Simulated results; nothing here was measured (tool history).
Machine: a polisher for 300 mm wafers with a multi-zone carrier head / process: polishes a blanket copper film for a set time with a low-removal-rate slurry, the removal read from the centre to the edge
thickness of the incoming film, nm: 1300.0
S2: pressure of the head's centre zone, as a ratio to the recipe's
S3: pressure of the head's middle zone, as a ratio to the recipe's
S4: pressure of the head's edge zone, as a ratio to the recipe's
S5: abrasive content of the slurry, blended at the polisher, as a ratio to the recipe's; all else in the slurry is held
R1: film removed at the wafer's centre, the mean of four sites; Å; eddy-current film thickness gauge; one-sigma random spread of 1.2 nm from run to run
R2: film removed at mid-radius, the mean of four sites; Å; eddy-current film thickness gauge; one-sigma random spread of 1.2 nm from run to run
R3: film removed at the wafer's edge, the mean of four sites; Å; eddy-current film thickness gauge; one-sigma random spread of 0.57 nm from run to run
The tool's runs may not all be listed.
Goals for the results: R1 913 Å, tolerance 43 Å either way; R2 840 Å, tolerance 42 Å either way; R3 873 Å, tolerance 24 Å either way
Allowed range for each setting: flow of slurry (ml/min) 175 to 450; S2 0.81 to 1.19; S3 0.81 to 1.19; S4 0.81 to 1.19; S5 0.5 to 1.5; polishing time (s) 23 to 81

{"run": 1, "day": 0.0, "flow of slurry (ml/min)": 290, "S2": 1, "S3": 1, "S4": 1, "S5": 1, "polishing time (s)": 52, "R1": 1144.2, "R2": 1185.5, "R3": 1171.2}
{"run": 2, "day": 0.346, "flow of slurry (ml/min)": 290, "S2": 1, "S3": 1, "S4": 1.05, "S5": 1, "polishing time (s)": 52, "R1": 1180.7, "R2": 1206.5, "R3": 1188.2}
{"run": 3, "day": 0.671, "flow of slurry (ml/min)": 290, "S2": 1, "S3": 1, "S4": 1.05, "S5": 1, "polishing time (s)": 59, "R1": 1325.7, "R2": 1343.4, "R3": 1340.1}
{"run": 4, "day": 0.946, "flow of slurry (ml/min)": 290, "S2": 1, "S3": 1, "S4": 1.1, "S5": 1, "polishing time (s)": 59, "R1": 1308, "R2": 1319.6, "R3": 1366.8}
{"run": 5, "day": 1.012, "flow of slurry (ml/min)": 290, "S2": 1.01, "S3": 0.97, "S4": 1.07, "S5": 0.85, "polishing time (s)": 54, "R1": 1202.9, "R2": 1168.5, "R3": 1229}
{"run": 6, "day": 1.088, "flow of slurry (ml/min)": 290, "S2": 1.01, "S3": 0.97, "S4": 1.1, "S5": 0.85, "polishing time (s)": 54, "R1": 1196.6, "R2": 1182.7, "R3": 1238.3}
{"run": 7, "day": 1.15, "flow of slurry (ml/min)": 290, "S2": 1.03, "S3": 0.95, "S4": 1, "S5": 0.6, "polishing time (s)": 40, "R1": 870.09, "R2": 831.83, "R3": 839.7}
{"run": 8, "day": 1.242, "flow of slurry (ml/min)": 290, "S2": 1.03, "S3": 0.95, "S4": 1, "S5": 0.6, "polishing time (s)": 40, "R1": 856.84, "R2": 795.27, "R3": 845.59}
{"run": 9, "day": 1.596, "flow of slurry (ml/min)": 295, "S2": 1.04, "S3": 0.96, "S4": 1.01, "S5": 0.6, "polishing time (s)": 40, "R1": 875.45, "R2": 809.82, "R3": 838.3}

Consider the 5 candidate settings below. Which is the only one whose results all fall within their allowed miss of target?
{"run": "A", "day": 1.95, "flow of slurry (ml/min)": 245, "S2": 1.08, "S3": 0.98, "S4": 1.07, "S5": 0.7, "polishing time (s)": 40, "R1": "?", "R2": "?", "R3": "?"}
{"run": "B", "day": 1.95, "flow of slurry (ml/min)": 275, "S2": 1.03, "S3": 1.02, "S4": 0.98, "S5": 0.75, "polishing time (s)": 38, "R1": "?", "R2": "?", "R3": "?"}
{"run": "C", "day": 1.95, "flow of slurry (ml/min)": 275, "S2": 1.1, "S3": 0.84, "S4": 1.02, "S5": 0.55, "polishing time (s)": 43, "R1": "?", "R2": "?", "R3": "?"}
{"run": "D", "day": 1.95, "flow of slurry (ml/min)": 305, "S2": 0.96, "S3": 0.93, "S4": 0.99, "S5": 0.7, "polishing time (s)": 40, "R1": "?", "R2": "?", "R3": "?"}
{"run": "E", "day": 1.95, "flow of slurry (ml/min)": 300, "S2": 0.93, "S3": 0.97, "S4": 0.99, "S5": 0.6, "polishing time (s)": 40, "R1": "?", "R2": "?", "R3": "?"}

move=A R1=899.33 R2=852.66 R3=872.04
move=B R1=835.2 R2=857.99 R3=811.67
move=C R1=966.65 R2=791.18 R3=898.47
move=D R1=820.05 R2=836.67 R3=857.84
move=E R1=776.4 R2=847.3 R3=838.38
A: every result lands within tolerance
B: its largest miss is bigger than the last run's
C: carries the result that was furthest off beyond its target, to the other side
D: the worst result of the last run now meets its target, but another is out of spec
E: its largest miss is bigger than the last run's
The right move is A.
